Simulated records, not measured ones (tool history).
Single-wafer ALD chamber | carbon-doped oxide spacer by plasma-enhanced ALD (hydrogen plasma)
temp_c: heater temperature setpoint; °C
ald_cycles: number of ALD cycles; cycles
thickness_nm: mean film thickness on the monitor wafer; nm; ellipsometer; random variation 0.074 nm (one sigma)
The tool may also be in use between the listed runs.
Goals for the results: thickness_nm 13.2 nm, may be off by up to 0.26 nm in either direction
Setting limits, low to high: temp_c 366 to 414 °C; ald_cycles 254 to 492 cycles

run 1 hour=0 | temp_c=390 ald_cycles=373 | thickness_nm=16.56
run 2 hour=5 | temp_c=390 ald_cycles=360 | thickness_nm=15.852
run 3 hour=5.9 | temp_c=390 ald_cycles=351 | thickness_nm=15.468
run 4 hour=11.7 | temp_c=398 ald_cycles=351 | thickness_nm=15.573
run 5 hour=15.4 | temp_c=398 ald_cycles=315 | thickness_nm=13.998
run 6 hour=16.4 | temp_c=398 ald_cycles=312 | thickness_nm=13.748
run 7 hour=20.6 | temp_c=398 ald_cycles=310 | thickness_nm=13.706
run 8 hour=25.4 | temp_c=398 ald_cycles=310 | thickness_nm=13.703
run 9 hour=31.8 | temp_c=398 ald_cycles=310 | thickness_nm=13.792

Consider the 4 candidate settings below. Which is the only one whose results all fall within their allowed miss of target?
run A hour=38.2 | temp_c=394 ald_cycles=320 | thickness_nm=?
run B hour=38.2 | temp_c=405 ald_cycles=325 | thickness_nm=?
run C hour=38.2 | temp_c=394 ald_cycles=321 | thickness_nm=?
run D hour=38.2 | temp_c=383 ald_cycles=299 | thickness_nm=?

move=A thickness_nm=14.117
move=B thickness_nm=14.032
move=C thickness_nm=14.161
move=D thickness_nm=13.19
A: the biggest miss grows against the last run
B: the biggest miss grows against the last run
C: the biggest miss grows against the last run
D: in spec on every target
Move D is the one to make.

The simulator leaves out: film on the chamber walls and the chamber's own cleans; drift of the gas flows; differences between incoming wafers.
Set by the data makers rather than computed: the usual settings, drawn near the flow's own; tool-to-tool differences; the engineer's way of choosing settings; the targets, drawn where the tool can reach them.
